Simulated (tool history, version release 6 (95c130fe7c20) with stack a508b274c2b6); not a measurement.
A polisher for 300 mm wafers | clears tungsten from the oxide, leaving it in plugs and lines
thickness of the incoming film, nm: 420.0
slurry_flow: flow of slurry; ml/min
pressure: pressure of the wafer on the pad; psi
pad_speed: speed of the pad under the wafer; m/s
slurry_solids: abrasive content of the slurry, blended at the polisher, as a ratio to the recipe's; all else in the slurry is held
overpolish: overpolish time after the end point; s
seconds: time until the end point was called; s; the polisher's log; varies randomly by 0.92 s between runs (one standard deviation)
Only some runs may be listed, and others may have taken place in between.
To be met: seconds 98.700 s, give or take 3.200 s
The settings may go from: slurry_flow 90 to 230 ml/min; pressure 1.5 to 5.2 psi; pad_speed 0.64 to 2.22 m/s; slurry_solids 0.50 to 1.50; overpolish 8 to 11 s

{"run": 1, "hour": 0.0, "slurry_flow": 150, "pressure": 3.3, "pad_speed": 1.42, "slurry_solids": 1.0, "overpolish": 11, "seconds": 70.164}
{"run": 2, "hour": 0.6, "slurry_flow": 145, "pressure": 3.1, "pad_speed": 1.42, "slurry_solids": 1.0, "overpolish": 11, "seconds": 74.281}
{"run": 3, "hour": 1.7, "slurry_flow": 145, "pressure": 2.9, "pad_speed": 1.42, "slurry_solids": 1.0, "overpolish": 11, "seconds": 80.994}
{"run": 4, "hour": 3.6, "slurry_flow": 140, "pressure": 2.8, "pad_speed": 1.42, "slurry_solids": 1.0, "overpolish": 11, "seconds": 83.987}
{"run": 5, "hour": 12.4, "slurry_flow": 135, "pressure": 2.7, "pad_speed": 1.42, "slurry_solids": 1.0, "overpolish": 11, "seconds": 88.09}
{"run": 6, "hour": 20.7, "slurry_flow": 130, "pressure": 2.7, "pad_speed": 1.42, "slurry_solids": 1.0, "overpolish": 11, "seconds": 88.26}
{"run": 7, "hour": 27.3, "slurry_flow": 125, "pressure": 2.6, "pad_speed": 1.42, "slurry_solids": 1.0, "overpolish": 11, "seconds": 92.037}
{"run": 8, "hour": 36.0, "slurry_flow": 120, "pressure": 2.6, "pad_speed": 1.42, "slurry_solids": 1.0, "overpolish": 11, "seconds": 92.977}
{"run": 9, "hour": 36.6, "slurry_flow": 115, "pressure": 2.6, "pad_speed": 1.42, "slurry_solids": 1.0, "overpolish": 11, "seconds": 94.333}
{"run": 10, "hour": 39.6, "slurry_flow": 110, "pressure": 2.6, "pad_speed": 1.42, "slurry_solids": 1.0, "overpolish": 11, "seconds": 95.901}

Which single option among these 4 for the next run brings every result within its allowed miss of target? Just one does.
{"run": "A", "hour": 42.6, "slurry_flow": 135, "pressure": 2.5, "pad_speed": 1.46, "slurry_solids": 1.05, "overpolish": 11, "seconds": "?"}
{"run": "B", "hour": 42.6, "slurry_flow": 110, "pressure": 2.3, "pad_speed": 1.7, "slurry_solids": 0.85, "overpolish": 11, "seconds": "?"}
{"run": "C", "hour": 42.6, "slurry_flow": 135, "pressure": 2.6, "pad_speed": 1.4, "slurry_solids": 1.1, "overpolish": 8, "seconds": "?"}
{"run": "D", "hour": 42.6, "slurry_flow": 155, "pressure": 2.0, "pad_speed": 1.74, "slurry_solids": 1.2, "overpolish": 8, "seconds": "?"}

move=A seconds=91.173
move=B seconds=98.102
move=C seconds=89.400
move=D seconds=92.584
A: lands further from the targets than the last run did
B: in spec on every target
C: lands further from the targets than the last run did
D: lands further from the targets than the last run did
Go with B: it meets all targets.

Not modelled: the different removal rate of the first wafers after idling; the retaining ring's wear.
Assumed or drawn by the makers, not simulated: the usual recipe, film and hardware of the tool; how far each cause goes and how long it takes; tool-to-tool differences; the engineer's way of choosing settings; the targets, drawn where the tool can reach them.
